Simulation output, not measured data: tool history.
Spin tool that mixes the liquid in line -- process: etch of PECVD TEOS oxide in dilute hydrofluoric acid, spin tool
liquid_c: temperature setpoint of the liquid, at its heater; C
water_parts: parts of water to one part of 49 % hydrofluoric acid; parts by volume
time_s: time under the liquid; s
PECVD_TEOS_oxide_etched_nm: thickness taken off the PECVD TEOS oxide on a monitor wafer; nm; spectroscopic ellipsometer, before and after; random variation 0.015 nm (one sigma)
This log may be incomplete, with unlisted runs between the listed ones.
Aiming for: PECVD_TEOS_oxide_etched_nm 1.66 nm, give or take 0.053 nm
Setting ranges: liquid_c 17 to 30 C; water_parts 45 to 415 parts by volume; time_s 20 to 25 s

run,hour,liquid_c,water_parts,time_s,PECVD_TEOS_oxide_etched_nm
1,0,22,230,25,2.0165
2,1.9,22,170,25,2.9475
3,6.9,25,170,25,3.2393
4,12.5,25,170,20,2.658
5,19.7,23.5,170,20,2.4977
6,24.8,22,180,20,2.1954
7,28.3,21,180,20,2.0873
8,35.8,20,180,20,2.0317
9,43,19.5,185,20,1.9028
10,48.1,19,185,20,1.902
11,54.6,18.5,185,20,1.8277
12,55.8,18.5,185,20,1.8366
13,59.1,18,185,20,1.7688
14,64.5,17.5,185,20,1.7404

Which single option among these 4 for the next run brings every result within its allowed miss of target? Just one does.
A,69.9,18,210,25,?
B,69.9,17,190,20,?
C,69.9,17,210,25,?
D,69.9,17,180,20,?

move,PECVD_TEOS_oxide_etched_nm
A,1.9301
B,1.6709
C,1.8555
D,1.7803
A: its largest miss is bigger than the last run's
B: in spec on every target
C: its largest miss is bigger than the last run's
D: its largest miss is bigger than the last run's
Go with B: it meets all targets.

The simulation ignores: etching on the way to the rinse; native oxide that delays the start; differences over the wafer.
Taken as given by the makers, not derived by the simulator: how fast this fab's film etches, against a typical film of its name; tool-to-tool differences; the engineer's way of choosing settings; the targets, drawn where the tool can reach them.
